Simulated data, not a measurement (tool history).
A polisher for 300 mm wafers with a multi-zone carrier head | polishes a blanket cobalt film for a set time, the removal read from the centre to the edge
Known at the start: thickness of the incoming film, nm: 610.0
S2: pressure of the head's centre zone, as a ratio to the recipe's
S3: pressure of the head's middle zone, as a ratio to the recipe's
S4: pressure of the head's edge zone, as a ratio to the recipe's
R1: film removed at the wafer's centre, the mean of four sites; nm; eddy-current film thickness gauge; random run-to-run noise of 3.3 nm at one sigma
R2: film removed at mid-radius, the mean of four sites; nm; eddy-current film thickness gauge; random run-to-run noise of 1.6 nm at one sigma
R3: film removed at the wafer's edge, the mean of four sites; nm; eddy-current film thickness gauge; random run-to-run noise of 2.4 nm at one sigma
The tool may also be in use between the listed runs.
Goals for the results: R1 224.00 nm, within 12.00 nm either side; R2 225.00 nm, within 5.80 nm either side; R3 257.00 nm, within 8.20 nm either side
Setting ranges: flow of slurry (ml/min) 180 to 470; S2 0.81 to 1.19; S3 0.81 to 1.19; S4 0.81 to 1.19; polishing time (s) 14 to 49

{"run": 1, "hour": 0.0, "flow of slurry (ml/min)": 300, "S2": 1.0, "S3": 1.0, "S4": 1.0, "polishing time (s)": 31, "R1": 189.63, "R2": 188.79, "R3": 190.6}
{"run": 2, "hour": 6.2, "flow of slurry (ml/min)": 300, "S2": 0.99, "S3": 0.99, "S4": 1.04, "polishing time (s)": 32, "R1": 191.32, "R2": 191.9, "R3": 198.02}
{"run": 3, "hour": 14.9, "flow of slurry (ml/min)": 300, "S2": 0.99, "S3": 1.06, "S4": 1.04, "polishing time (s)": 32, "R1": 194.66, "R2": 204.1, "R3": 199.5}
{"run": 4, "hour": 22.6, "flow of slurry (ml/min)": 300, "S2": 0.99, "S3": 1.06, "S4": 1.1, "polishing time (s)": 32, "R1": 197.68, "R2": 202.78, "R3": 201.85}
{"run": 5, "hour": 24.2, "flow of slurry (ml/min)": 300, "S2": 0.99, "S3": 1.06, "S4": 1.1, "polishing time (s)": 29, "R1": 175.3, "R2": 183.39, "R3": 186.54}
{"run": 6, "hour": 30.9, "flow of slurry (ml/min)": 300, "S2": 0.99, "S3": 1.06, "S4": 1.1, "polishing time (s)": 22, "R1": 130.52, "R2": 142.04, "R3": 138.21}
{"run": 7, "hour": 36.5, "flow of slurry (ml/min)": 295, "S2": 0.96, "S3": 1.01, "S4": 1.19, "polishing time (s)": 31, "R1": 184.26, "R2": 189.88, "R3": 202.33}
{"run": 8, "hour": 40.5, "flow of slurry (ml/min)": 305, "S2": 0.89, "S3": 0.92, "S4": 1.19, "polishing time (s)": 39, "R1": 209.34, "R2": 221.4, "R3": 261.33}

Which one of the following 5 next-run settings gets every result inside its allowed miss? There is exactly one.
{"run": "A", "hour": 44.5, "flow of slurry (ml/min)": 285, "S2": 0.81, "S3": 0.92, "S4": 1.18, "polishing time (s)": 40, "R1": "?", "R2": "?", "R3": "?"}
{"run": "B", "hour": 44.5, "flow of slurry (ml/min)": 335, "S2": 0.82, "S3": 0.86, "S4": 1.19, "polishing time (s)": 40, "R1": "?", "R2": "?", "R3": "?"}
{"run": "C", "hour": 44.5, "flow of slurry (ml/min)": 435, "S2": 0.84, "S3": 0.84, "S4": 1.08, "polishing time (s)": 40, "R1": "?", "R2": "?", "R3": "?"}
{"run": "D", "hour": 44.5, "flow of slurry (ml/min)": 400, "S2": 0.82, "S3": 0.92, "S4": 1.19, "polishing time (s)": 38, "R1": "?", "R2": "?", "R3": "?"}
{"run": "E", "hour": 44.5, "flow of slurry (ml/min)": 310, "S2": 0.93, "S3": 0.94, "S4": 1.16, "polishing time (s)": 39, "R1": "?", "R2": "?", "R3": "?"}

move=A R1=197.02 R2=225.45 R3=262.35
move=B R1=202.11 R2=215.81 R3=266.21
move=C R1=211.05 R2=215.41 R3=256.77
move=D R1=194.66 R2=219.45 R3=255.07
move=E R1=222.45 R2=225.12 R3=254.72
A: further off than the last run
B: further off than the last run
C: further off than the last run
D: further off than the last run
E: each result inside its tolerance
Go with E: it meets all targets.
